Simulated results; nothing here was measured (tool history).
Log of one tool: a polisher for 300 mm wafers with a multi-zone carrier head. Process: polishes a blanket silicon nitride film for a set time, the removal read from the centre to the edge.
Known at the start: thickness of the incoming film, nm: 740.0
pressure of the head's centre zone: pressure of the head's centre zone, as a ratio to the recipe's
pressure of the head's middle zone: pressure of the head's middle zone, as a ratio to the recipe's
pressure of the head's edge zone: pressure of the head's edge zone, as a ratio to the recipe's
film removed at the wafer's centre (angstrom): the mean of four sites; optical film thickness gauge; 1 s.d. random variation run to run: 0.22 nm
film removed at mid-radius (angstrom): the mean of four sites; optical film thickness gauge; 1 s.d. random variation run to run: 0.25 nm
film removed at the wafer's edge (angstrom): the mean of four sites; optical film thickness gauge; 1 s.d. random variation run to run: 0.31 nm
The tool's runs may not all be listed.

run,hour,flow of slurry (ml/min),pressure of the head's centre zone,pressure of the head's middle zone,pressure of the head's edge zone,polishing time (s),film removed at the wafer's centre (angstrom),film removed at mid-radius (angstrom),film removed at the wafer's edge (angstrom)
1,0,200,1,1,1,51,448.83,455.01,447.95
2,8.8,225,1,1,1,51,449.62,460.42,469.12
3,10.4,225,1,1,1,43,385.04,397.36,395.67
4,13.7,265,1,1,1,43,394.43,403.75,393.86
5,18.2,285,1,1,1,43,394.76,402.6,399.92
6,20.4,285,1,0.98,0.97,41,375.45,378.69,373.31

Run 7 has not been measured yet. What should we expect?
# hour 21.9: slurry nozzle cleaned
7,21.9,285,1,0.96,0.95,40,?,?,?

Run 7 yielded film removed at the wafer's centre (angstrom) 394.17, film removed at mid-radius (angstrom) 385.5, film removed at the wafer's edge (angstrom) 379.12.

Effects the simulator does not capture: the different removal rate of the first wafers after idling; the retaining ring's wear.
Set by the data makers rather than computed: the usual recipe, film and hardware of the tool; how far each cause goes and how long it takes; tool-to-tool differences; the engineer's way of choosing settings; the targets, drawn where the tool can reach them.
